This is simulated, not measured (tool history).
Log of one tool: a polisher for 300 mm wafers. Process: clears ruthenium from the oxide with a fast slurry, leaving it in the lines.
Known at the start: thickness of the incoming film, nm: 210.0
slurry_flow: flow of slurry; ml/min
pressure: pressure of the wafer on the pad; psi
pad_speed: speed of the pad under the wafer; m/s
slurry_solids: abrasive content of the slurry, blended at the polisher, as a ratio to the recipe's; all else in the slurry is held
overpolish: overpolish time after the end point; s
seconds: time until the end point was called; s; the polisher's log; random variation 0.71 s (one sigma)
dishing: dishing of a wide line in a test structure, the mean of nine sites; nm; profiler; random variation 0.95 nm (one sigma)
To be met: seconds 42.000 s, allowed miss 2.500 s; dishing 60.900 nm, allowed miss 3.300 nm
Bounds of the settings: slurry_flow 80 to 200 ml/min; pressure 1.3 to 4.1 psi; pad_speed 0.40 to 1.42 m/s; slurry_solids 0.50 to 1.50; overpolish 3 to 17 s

Run 1, hour 0.0: slurry_flow 130 ml/min, pressure 2.7 psi, pad_speed 0.90 m/s, slurry_solids 1.00, overpolish 9 s. Result: seconds 55.711 s, dishing 32.111 nm.
Run 2, hour 1.8: slurry_flow 150 ml/min, pressure 2.7 psi, pad_speed 0.90 m/s, slurry_solids 1.00, overpolish 9 s. Result: seconds 54.222 s, dishing 32.606 nm.
Run 3, hour 2.8: slurry_flow 145 ml/min, pressure 2.9 psi, pad_speed 0.90 m/s, slurry_solids 1.00, overpolish 10 s. Result: seconds 51.559 s, dishing 36.971 nm.
Run 4, hour 11.1: slurry_flow 145 ml/min, pressure 2.9 psi, pad_speed 0.90 m/s, slurry_solids 1.15, overpolish 10 s. Result: seconds 49.492 s, dishing 39.435 nm.
Run 5, hour 15.7: slurry_flow 170 ml/min, pressure 2.9 psi, pad_speed 0.90 m/s, slurry_solids 1.15, overpolish 10 s. Result: seconds 48.112 s, dishing 41.421 nm.
Run 6, hour 19.6: slurry_flow 170 ml/min, pressure 3.0 psi, pad_speed 0.90 m/s, slurry_solids 1.15, overpolish 11 s. Result: seconds 48.409 s, dishing 43.758 nm.
Run 7, hour 22.5: slurry_flow 170 ml/min, pressure 3.1 psi, pad_speed 0.90 m/s, slurry_solids 1.15, overpolish 12 s. Result: seconds 44.974 s, dishing 50.198 nm.
Run 8, hour 25.3: slurry_flow 170 ml/min, pressure 3.1 psi, pad_speed 0.92 m/s, slurry_solids 1.20, overpolish 13 s. Result: seconds 43.499 s, dishing 55.827 nm.

5 next moves are on the table. One of them brings every result within its allowed miss. Which?
Run A, hour 28.1: slurry_flow 180 ml/min, pressure 3.2 psi, pad_speed 0.90 m/s, slurry_solids 1.30, overpolish 14 s. Result: seconds ?, dishing ?.
Run B, hour 28.1: slurry_flow 175 ml/min, pressure 3.1 psi, pad_speed 0.86 m/s, slurry_solids 1.00, overpolish 16 s. Result: seconds ?, dishing ?.
Run C, hour 28.1: slurry_flow 170 ml/min, pressure 3.3 psi, pad_speed 0.92 m/s, slurry_solids 1.10, overpolish 16 s. Result: seconds ?, dishing ?.
Run D, hour 28.1: slurry_flow 155 ml/min, pressure 3.2 psi, pad_speed 0.88 m/s, slurry_solids 1.15, overpolish 13 s. Result: seconds ?, dishing ?.
Run E, hour 28.1: slurry_flow 170 ml/min, pressure 3.1 psi, pad_speed 1.02 m/s, slurry_solids 1.15, overpolish 11 s. Result: seconds ?, dishing ?.

move  seconds  dishing
   A   42.586   61.558
   B   49.428   60.739
   C   42.830   68.684
   D   46.151   53.775
   E   40.498   52.070
A: meets every target
B: brings the result that was furthest off to its target, and leaves another outside
C: takes the result that was furthest off past its target
D: further off than the last run
E: further off than the last run
Move A is the one to make.
